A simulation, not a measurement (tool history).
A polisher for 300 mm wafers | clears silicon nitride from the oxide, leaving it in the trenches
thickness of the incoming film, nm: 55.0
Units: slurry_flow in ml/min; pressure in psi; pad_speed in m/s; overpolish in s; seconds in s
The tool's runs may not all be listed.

run,hour,slurry_flow,pressure,pad_speed,overpolish,seconds
1,0.0,310,1.8,0.92,12,131.48
2,2.1,345,1.8,0.92,12,132.69
3,9.4,345,1.7,0.92,12,137.61
4,14.9,345,1.9,0.92,12,120.73
5,16.6,345,2.3,0.92,12,101.83
6,19.2,345,2.0,0.90,12,121.25
7,20.3,345,1.8,0.90,12,131.18
8,21.7,340,1.7,0.90,12,140.83
9,28.1,340,1.7,0.90,12,138.30
10,31.2,340,1.3,0.88,12,187.39

Run 11 comes next. What will it give?
11,32.1,340,1.4,0.88,12,?

Run 11 gave seconds 174.55 s.
